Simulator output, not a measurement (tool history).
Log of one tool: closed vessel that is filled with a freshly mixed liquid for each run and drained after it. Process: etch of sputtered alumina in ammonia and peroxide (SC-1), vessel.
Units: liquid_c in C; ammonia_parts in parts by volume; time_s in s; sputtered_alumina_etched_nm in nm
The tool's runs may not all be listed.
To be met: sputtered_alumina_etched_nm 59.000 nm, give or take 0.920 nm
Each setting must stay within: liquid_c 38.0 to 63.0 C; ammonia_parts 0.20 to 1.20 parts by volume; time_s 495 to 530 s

run    day  liquid_c  ammonia_parts  time_s  sputtered_alumina_etched_nm
  1  0.000      47.0           0.80     495                       26.440
  2  0.383      50.5           0.80     495                       32.242
  3  0.583      50.5           0.80     530                       34.713
  4  0.854      45.5           0.80     530                       26.218
  5  0.992      42.0           0.80     530                       21.482
  6  1.083      46.5           0.80     530                       27.574
  7  1.233      54.5           0.80     530                       43.253
  8  1.383      56.0           0.80     530                       46.391
     1.512  -- ammonia flow meter replaced
  9  1.512      57.0           0.80     530                       48.690
 10  1.675      58.0           0.80     530                       51.291
 11  1.871      58.5           0.80     530                       52.703
 12  1.979      59.0           0.80     530                       53.791
 13  2.292      59.5           0.80     530                       55.323
 14  2.579      60.0           0.80     530                       56.910

Which single option among these 4 for the next run brings every result within its allowed miss of target? Just one does.
  A  2.867      60.5           0.95     495                            ?
  B  2.867      60.0           1.00     525                            ?
  C  2.867      61.5           0.80     495                            ?
  D  2.867      61.5           0.85     505                            ?

move  sputtered_alumina_etched_nm
   A                       55.172
   B                       57.313
   C                       57.121
   D                       58.610
A: the biggest miss grows against the last run
B: an improvement on the last run, though not all results are within tolerance
C: an improvement on the last run, though not all results are within tolerance
D: every result lands within tolerance
D is the move that brings every result within its allowed miss.
